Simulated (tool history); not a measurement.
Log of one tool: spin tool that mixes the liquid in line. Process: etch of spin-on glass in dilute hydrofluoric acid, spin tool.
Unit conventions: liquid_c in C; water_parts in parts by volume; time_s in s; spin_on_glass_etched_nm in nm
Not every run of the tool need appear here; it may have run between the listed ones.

| run | hour | liquid_c | water_parts | time_s | spin_on_glass_etched_nm |
|---|---|---|---|---|---|
| 1 | 0.0 | 25.0 | 215 | 100 | 20.041 |
| 2 | 8.6 | 26.5 | 180 | 100 | 26.243 |
| 3 | 12.3 | 24.0 | 180 | 100 | 23.878 |
| 4 | 17.7 | 24.0 | 180 | 80 | 19.106 |
| 5 | 25.7 | 24.0 | 245 | 80 | 13.231 |
| 6 | 31.2 | 26.5 | 245 | 80 | 14.495 |
| 7 | 39.2 | 28.0 | 205 | 85 | 20.298 |
| 8 | 47.7 | 29.0 | 175 | 90 | 26.572 |

Run 9 is up next; what results do you expect?
| 9 | 50.9 | 30.0 | 150 | 90 | ? |

{"run 9": {"spin_on_glass_etched_nm": 33.713}}

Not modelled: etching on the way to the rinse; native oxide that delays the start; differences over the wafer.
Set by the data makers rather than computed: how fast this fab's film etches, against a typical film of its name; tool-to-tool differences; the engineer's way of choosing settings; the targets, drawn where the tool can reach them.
